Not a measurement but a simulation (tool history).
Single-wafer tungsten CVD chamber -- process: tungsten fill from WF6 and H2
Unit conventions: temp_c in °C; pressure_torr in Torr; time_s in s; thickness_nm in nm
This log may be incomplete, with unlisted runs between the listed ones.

run	hour	temp_c	pressure_torr	time_s	thickness_nm
1	0	375	39	27.7	57.809
2	1.3	373	38.9	27.7	55.383
3	3.1	371	38.8	27.7	53.304
4	10.2	371	41.2	27.7	55.222
5	18.1	369	41.1	27.7	53.151
6	24.4	378	41.1	27.7	63.065

The next listed run, before its measurement:
7	28.2	374	40.9	27.7	?

Run 7 gave thickness_nm 58.479 nm.
